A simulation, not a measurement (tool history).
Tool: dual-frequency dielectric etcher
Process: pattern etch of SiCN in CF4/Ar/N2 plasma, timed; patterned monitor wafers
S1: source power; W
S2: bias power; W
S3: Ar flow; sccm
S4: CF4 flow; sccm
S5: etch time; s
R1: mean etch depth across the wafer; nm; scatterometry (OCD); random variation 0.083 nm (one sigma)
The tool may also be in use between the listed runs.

run	hour	S1	S2	S3	S4	S5	R1
1	0	400	52	102	47	65.5	42.2
2	6.9	400	52	102	47	61	39.33
3	14	380	52	102	47	61	37.165
4	16.4	370	52	102	47	61	36.279
5	22.9	370	52	102	47	61	36
6	31.8	370	52	84	47	61	37.674

The next listed run, before its measurement:
7	35.5	360	52	84	47	61	?

Run 7 gave R1 36.377 nm.
